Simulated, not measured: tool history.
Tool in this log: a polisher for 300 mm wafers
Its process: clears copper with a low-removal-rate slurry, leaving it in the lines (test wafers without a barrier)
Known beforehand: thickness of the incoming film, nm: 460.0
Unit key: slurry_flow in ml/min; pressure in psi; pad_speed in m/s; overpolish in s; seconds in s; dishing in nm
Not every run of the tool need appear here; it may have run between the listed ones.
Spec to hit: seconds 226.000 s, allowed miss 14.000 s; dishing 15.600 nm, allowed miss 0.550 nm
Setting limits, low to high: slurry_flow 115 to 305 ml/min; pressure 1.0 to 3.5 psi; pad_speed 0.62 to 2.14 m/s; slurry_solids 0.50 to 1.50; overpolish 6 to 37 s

run 1 hour=0.0 | slurry_flow=195 pressure=2.2 pad_speed=1.38 slurry_solids=1.00 overpolish=19 | seconds=177.360 dishing=34.761
run 2 hour=1.2 | slurry_flow=195 pressure=2.7 pad_speed=1.38 slurry_solids=1.00 overpolish=19 | seconds=140.530 dishing=42.904
run 3 hour=6.8 | slurry_flow=195 pressure=2.9 pad_speed=1.38 slurry_solids=1.00 overpolish=19 | seconds=132.290 dishing=44.842
run 4 hour=15.0 | slurry_flow=195 pressure=2.9 pad_speed=1.62 slurry_solids=1.00 overpolish=19 | seconds=113.130 dishing=50.965
-- hour=23.6 slurry blender recalibrated
run 5 hour=23.6 | slurry_flow=195 pressure=2.9 pad_speed=1.84 slurry_solids=1.00 overpolish=19 | seconds=95.074 dishing=57.641
run 6 hour=24.7 | slurry_flow=195 pressure=2.9 pad_speed=1.60 slurry_solids=1.00 overpolish=19 | seconds=108.360 dishing=53.843
run 7 hour=32.2 | slurry_flow=200 pressure=2.6 pad_speed=1.54 slurry_solids=1.00 overpolish=16 | seconds=121.460 dishing=41.095
run 8 hour=34.5 | slurry_flow=200 pressure=2.2 pad_speed=1.46 slurry_solids=1.00 overpolish=14 | seconds=146.980 dishing=30.280
run 9 hour=43.2 | slurry_flow=200 pressure=2.2 pad_speed=1.46 slurry_solids=1.00 overpolish=14 | seconds=150.900 dishing=30.517
run 10 hour=44.3 | slurry_flow=230 pressure=1.6 pad_speed=1.40 slurry_solids=1.00 overpolish=6 | seconds=201.460 dishing=10.237
run 11 hour=49.3 | slurry_flow=200 pressure=1.6 pad_speed=1.38 slurry_solids=1.00 overpolish=7 | seconds=210.150 dishing=11.817
run 12 hour=51.9 | slurry_flow=145 pressure=1.6 pad_speed=1.36 slurry_solids=1.00 overpolish=9 | seconds=222.570 dishing=14.369
run 13 hour=54.0 | slurry_flow=140 pressure=1.6 pad_speed=1.36 slurry_solids=1.00 overpolish=9 | seconds=225.200 dishing=13.889
run 14 hour=60.3 | slurry_flow=140 pressure=1.6 pad_speed=1.36 slurry_solids=1.00 overpolish=9 | seconds=217.960 dishing=14.153

Which of these 5 next moves meets every target?
run A hour=66.6 | slurry_flow=175 pressure=1.1 pad_speed=1.74 slurry_solids=1.00 overpolish=9 | seconds=? dishing=?
run B hour=66.6 | slurry_flow=130 pressure=1.6 pad_speed=1.38 slurry_solids=0.95 overpolish=10 | seconds=? dishing=?
run C hour=66.6 | slurry_flow=180 pressure=1.6 pad_speed=1.30 slurry_solids=1.20 overpolish=9 | seconds=? dishing=?
run D hour=66.6 | slurry_flow=115 pressure=1.4 pad_speed=1.50 slurry_solids=1.15 overpolish=11 | seconds=? dishing=?
run E hour=66.6 | slurry_flow=130 pressure=1.8 pad_speed=1.28 slurry_solids=0.90 overpolish=8 | seconds=? dishing=?

move=A seconds=247.040 dishing=13.302
move=B seconds=230.230 dishing=15.839
move=C seconds=223.870 dishing=14.740
move=D seconds=232.290 dishing=17.078
move=E seconds=224.970 dishing=13.177
A: its largest miss is bigger than the last run's
B: every result lands within tolerance
C: nearer than the last run, and not there yet
D: the result that was furthest off in the last run now lies on the other side of its target
E: its largest miss is bigger than the last run's
B is the move that brings every result within its allowed miss.
